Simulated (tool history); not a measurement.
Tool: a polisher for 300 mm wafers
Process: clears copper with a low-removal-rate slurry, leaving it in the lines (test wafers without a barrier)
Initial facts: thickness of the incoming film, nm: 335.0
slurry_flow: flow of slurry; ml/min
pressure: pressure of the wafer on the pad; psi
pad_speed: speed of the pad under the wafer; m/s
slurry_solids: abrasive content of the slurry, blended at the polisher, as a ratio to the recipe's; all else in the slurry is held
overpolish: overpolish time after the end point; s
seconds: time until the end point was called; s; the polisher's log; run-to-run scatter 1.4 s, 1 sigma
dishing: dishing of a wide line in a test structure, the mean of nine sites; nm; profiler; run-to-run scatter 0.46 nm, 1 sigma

| run | hour | slurry_flow | pressure | pad_speed | slurry_solids | overpolish | seconds | dishing |
|---|---|---|---|---|---|---|---|---|
| 1 | 0 | 290 | 2.4 | 1 | 1 | 16 | 127.8 | 32.397 |
| 2 | 7.9 | 290 | 2.4 | 1 | 1.05 | 16 | 127.65 | 32.925 |
| 3 | 15.5 | 290 | 2.3 | 1 | 1.05 | 17 | 131.58 | 33.311 |
| 4 | 17.5 | 290 | 2.2 | 1 | 1.05 | 18 | 139.84 | 34.503 |
| 5 | 25.7 | 290 | 2.2 | 1 | 1.05 | 11 | 138.1 | 22.305 |
| 6 | 30.7 | 290 | 2.5 | 1 | 1.05 | 11 | 124.59 | 25.1 |
| 7 | 36.4 | 295 | 2.4 | 1 | 1.05 | 12 | 129.01 | 26.106 |
| 8 | 38.6 | 295 | 2.3 | 1 | 1.05 | 13 | 131.6 | 26.762 |
| 9 | 44.9 | 290 | 2.3 | 1 | 1.05 | 14 | 130.76 | 28.877 |
| 10 | 46.4 | 290 | 2.2 | 1 | 1.05 | 15 | 141.32 | 29.452 |
|  | 52.2 | slurry nozzle cleaned |
| 11 | 52.2 | 290 | 2.2 | 1 | 1.05 | 16 | 134.46 | 31.3 |
| 12 | 56.3 | 290 | 2.1 | 1 | 1.05 | 17 | 138.36 | 32.064 |
| 13 | 62.1 | 290 | 2 | 1 | 1.05 | 18 | 146.4 | 31.89 |

Predict the results of run 14:
| 14 | 62.7 | 295 | 1.9 | 0.98 | 1.1 | 20 | ? | ? |

seconds: 154.53 s
dishing: 33.039 nm
